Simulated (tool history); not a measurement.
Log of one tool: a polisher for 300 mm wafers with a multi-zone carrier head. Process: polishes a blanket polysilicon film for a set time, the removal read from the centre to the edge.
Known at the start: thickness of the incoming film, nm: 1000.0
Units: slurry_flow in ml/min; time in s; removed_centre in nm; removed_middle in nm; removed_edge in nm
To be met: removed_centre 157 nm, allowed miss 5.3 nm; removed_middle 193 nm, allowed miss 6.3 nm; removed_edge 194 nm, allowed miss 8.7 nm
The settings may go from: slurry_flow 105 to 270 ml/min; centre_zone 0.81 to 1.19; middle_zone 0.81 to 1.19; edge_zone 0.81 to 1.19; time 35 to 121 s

Run 1, hour 0: slurry_flow 175 ml/min, centre_zone 1, middle_zone 1, edge_zone 1, time 78 s. Result: removed_centre 299.5 nm, removed_middle 294.16 nm, removed_edge 294.58 nm.
Run 2, hour 7.3: slurry_flow 170 ml/min, centre_zone 0.98, middle_zone 1, edge_zone 1, time 75 s. Result: removed_centre 283.45 nm, removed_middle 284.42 nm, removed_edge 285.56 nm.
Run 3, hour 7.9: slurry_flow 170 ml/min, centre_zone 0.98, middle_zone 0.94, edge_zone 1, time 75 s. Result: removed_centre 276.75 nm, removed_middle 276.7 nm, removed_edge 283.19 nm.
Run 4, hour 15.7: slurry_flow 170 ml/min, centre_zone 0.98, middle_zone 0.94, edge_zone 1.04, time 75 s. Result: removed_centre 282.67 nm, removed_middle 275.81 nm, removed_edge 288.26 nm.
Run 5, hour 18.2: slurry_flow 165 ml/min, centre_zone 0.96, middle_zone 0.94, edge_zone 1.03, time 72 s. Result: removed_centre 265.83 nm, removed_middle 258.32 nm, removed_edge 274.71 nm.
Run 6, hour 24.9: slurry_flow 160 ml/min, centre_zone 0.94, middle_zone 0.96, edge_zone 1.01, time 70 s. Result: removed_centre 251.42 nm, removed_middle 257.28 nm, removed_edge 264.44 nm.
Run 7, hour 29.4: slurry_flow 160 ml/min, centre_zone 0.94, middle_zone 0.96, edge_zone 1.01, time 70 s. Result: removed_centre 251.22 nm, removed_middle 256.28 nm, removed_edge 259.99 nm.
Run 8, hour 31.4: slurry_flow 155 ml/min, centre_zone 0.93, middle_zone 0.97, edge_zone 1.02, time 68 s. Result: removed_centre 242.18 nm, removed_middle 248.26 nm, removed_edge 257.34 nm.
Run 9, hour 36.7: slurry_flow 150 ml/min, centre_zone 0.92, middle_zone 0.99, edge_zone 1.02, time 66 s. Result: removed_centre 228.56 nm, removed_middle 245.24 nm, removed_edge 251.86 nm.
Run 10, hour 42.2: slurry_flow 145 ml/min, centre_zone 0.91, middle_zone 0.99, edge_zone 1.01, time 64 s. Result: removed_centre 220.69 nm, removed_middle 235.59 nm, removed_edge 240.47 nm.
Run 11, hour 46: slurry_flow 140 ml/min, centre_zone 0.9, middle_zone 1, edge_zone 1.01, time 62 s. Result: removed_centre 206.47 nm, removed_middle 228.9 nm, removed_edge 232.72 nm.

5 next moves are on the table. One of them brings every result within its allowed miss. Which?
Run A, hour 49.8: slurry_flow 200 ml/min, centre_zone 1.08, middle_zone 0.95, edge_zone 0.98, time 78 s. Result: removed_centre ?, removed_middle ?, removed_edge ?.
Run B, hour 49.8: slurry_flow 130 ml/min, centre_zone 0.92, middle_zone 0.92, edge_zone 1.17, time 58 s. Result: removed_centre ?, removed_middle ?, removed_edge ?.
Run C, hour 49.8: slurry_flow 150 ml/min, centre_zone 1.16, middle_zone 0.81, edge_zone 0.89, time 59 s. Result: removed_centre ?, removed_middle ?, removed_edge ?.
Run D, hour 49.8: slurry_flow 175 ml/min, centre_zone 0.81, middle_zone 1.03, edge_zone 1.05, time 49 s. Result: removed_centre ?, removed_middle ?, removed_edge ?.
Run E, hour 49.8: slurry_flow 225 ml/min, centre_zone 0.99, middle_zone 1.07, edge_zone 0.86, time 62 s. Result: removed_centre ?, removed_middle ?, removed_edge ?.

move  removed_centre  removed_middle  removed_edge
   A           331.9          293.92        295.69
   B          193.68          196.85        225.88
   C          252.43          192.27        206.11
   D          157.12          189.94        188.85
   E           248.6          255.78        223.78
A: further off than the last run
B: nearer than the last run, and not there yet
C: further off than the last run
D: meets every target
E: further off than the last run
The right move is D.

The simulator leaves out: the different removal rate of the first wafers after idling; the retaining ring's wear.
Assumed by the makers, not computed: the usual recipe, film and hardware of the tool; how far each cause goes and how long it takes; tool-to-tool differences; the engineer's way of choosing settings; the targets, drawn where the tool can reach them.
